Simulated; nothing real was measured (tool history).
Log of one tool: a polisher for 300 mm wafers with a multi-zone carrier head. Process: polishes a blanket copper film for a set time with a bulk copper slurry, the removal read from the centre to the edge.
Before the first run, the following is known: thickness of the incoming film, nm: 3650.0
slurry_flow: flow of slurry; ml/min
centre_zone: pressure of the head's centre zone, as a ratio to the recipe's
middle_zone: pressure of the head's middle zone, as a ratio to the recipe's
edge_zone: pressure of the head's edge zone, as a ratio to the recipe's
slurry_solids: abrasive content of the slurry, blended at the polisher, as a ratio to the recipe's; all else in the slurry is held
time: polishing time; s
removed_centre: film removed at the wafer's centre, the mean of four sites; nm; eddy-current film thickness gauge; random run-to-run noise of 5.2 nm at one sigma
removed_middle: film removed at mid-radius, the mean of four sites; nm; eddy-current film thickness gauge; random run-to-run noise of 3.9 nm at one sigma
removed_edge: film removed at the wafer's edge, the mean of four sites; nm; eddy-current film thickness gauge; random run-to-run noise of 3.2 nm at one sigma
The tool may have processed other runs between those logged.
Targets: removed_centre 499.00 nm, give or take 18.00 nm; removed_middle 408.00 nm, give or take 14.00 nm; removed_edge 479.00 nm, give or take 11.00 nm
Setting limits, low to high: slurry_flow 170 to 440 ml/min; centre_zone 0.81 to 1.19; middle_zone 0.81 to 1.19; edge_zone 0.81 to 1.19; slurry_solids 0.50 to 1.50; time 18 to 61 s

Run 1, hour 0.0: slurry_flow 280 ml/min, centre_zone 1.00, middle_zone 1.00, edge_zone 1.00, slurry_solids 1.00, time 39 s. Result: removed_centre 373.94 nm, removed_middle 359.78 nm, removed_edge 371.51 nm.
Run 2, hour 4.1: slurry_flow 280 ml/min, centre_zone 1.05, middle_zone 1.00, edge_zone 1.00, slurry_solids 1.00, time 39 s. Result: removed_centre 386.78 nm, removed_middle 369.39 nm, removed_edge 369.80 nm.
Run 3, hour 7.9: slurry_flow 290 ml/min, centre_zone 1.07, middle_zone 0.98, edge_zone 1.03, slurry_solids 1.10, time 39 s. Result: removed_centre 408.31 nm, removed_middle 374.91 nm, removed_edge 384.60 nm.
Run 4, hour 16.4: slurry_flow 290 ml/min, centre_zone 1.03, middle_zone 0.98, edge_zone 1.03, slurry_solids 1.10, time 39 s. Result: removed_centre 391.21 nm, removed_middle 365.54 nm, removed_edge 387.91 nm.
Run 5, hour 17.4: slurry_flow 300 ml/min, centre_zone 1.05, middle_zone 0.97, edge_zone 1.06, slurry_solids 1.20, time 39 s. Result: removed_centre 418.38 nm, removed_middle 371.57 nm, removed_edge 399.65 nm.
Run 6, hour 24.9: slurry_flow 300 ml/min, centre_zone 1.05, middle_zone 0.97, edge_zone 1.06, slurry_solids 1.20, time 44 s. Result: removed_centre 464.74 nm, removed_middle 431.49 nm, removed_edge 451.65 nm.
Run 7, hour 26.8: slurry_flow 305 ml/min, centre_zone 1.06, middle_zone 0.95, edge_zone 1.07, slurry_solids 1.20, time 44 s. Result: removed_centre 468.35 nm, removed_middle 416.25 nm, removed_edge 454.36 nm.
Run 8, hour 27.9: slurry_flow 310 ml/min, centre_zone 1.07, middle_zone 0.94, edge_zone 1.08, slurry_solids 1.20, time 44 s. Result: removed_centre 485.56 nm, removed_middle 421.58 nm, removed_edge 456.89 nm.
Run 9, hour 34.8: slurry_flow 315 ml/min, centre_zone 1.07, middle_zone 0.93, edge_zone 1.09, slurry_solids 1.20, time 44 s. Result: removed_centre 478.40 nm, removed_middle 411.71 nm, removed_edge 464.44 nm.
Run 10, hour 42.7: slurry_flow 320 ml/min, centre_zone 1.07, middle_zone 0.93, edge_zone 1.10, slurry_solids 1.20, time 44 s. Result: removed_centre 479.92 nm, removed_middle 408.23 nm, removed_edge 463.31 nm.
Run 11, hour 47.5: slurry_flow 325 ml/min, centre_zone 1.07, middle_zone 0.93, edge_zone 1.11, slurry_solids 1.20, time 44 s. Result: removed_centre 476.65 nm, removed_middle 410.70 nm, removed_edge 468.03 nm.
Run 12, hour 52.7: slurry_flow 330 ml/min, centre_zone 1.08, middle_zone 0.93, edge_zone 1.11, slurry_solids 1.20, time 44 s. Result: removed_centre 479.16 nm, removed_middle 421.28 nm, removed_edge 467.23 nm.
Run 13, hour 54.0: slurry_flow 325 ml/min, centre_zone 1.08, middle_zone 0.92, edge_zone 1.12, slurry_solids 1.20, time 44 s. Result: removed_centre 480.11 nm, removed_middle 408.97 nm, removed_edge 465.51 nm.

Which one of the following 4 next-run settings gets every result inside its allowed miss? There is exactly one.
Run A, hour 55.3: slurry_flow 350 ml/min, centre_zone 1.09, middle_zone 0.89, edge_zone 1.08, slurry_solids 1.05, time 47 s. Result: removed_centre ?, removed_middle ?, removed_edge ?.
Run B, hour 55.3: slurry_flow 290 ml/min, centre_zone 1.12, middle_zone 0.91, edge_zone 1.12, slurry_solids 1.20, time 43 s. Result: removed_centre ?, removed_middle ?, removed_edge ?.
Run C, hour 55.3: slurry_flow 370 ml/min, centre_zone 1.04, middle_zone 0.92, edge_zone 1.14, slurry_solids 1.15, time 44 s. Result: removed_centre ?, removed_middle ?, removed_edge ?.
Run D, hour 55.3: slurry_flow 320 ml/min, centre_zone 1.01, middle_zone 0.88, edge_zone 1.16, slurry_solids 1.20, time 45 s. Result: removed_centre ?, removed_middle ?, removed_edge ?.

move  removed_centre  removed_middle  removed_edge
   A          495.46          410.01        477.74
   B          472.56          388.18        453.63
   C          455.46          405.99        471.30
   D          450.60          399.38        486.75
A: meets every target
B: lands further from the targets than the last run did
C: meets the target for the result that was furthest off, but another lies outside its allowed miss
D: meets the target for the result that was furthest off, but another lies outside its allowed miss
The move that meets every target is A.
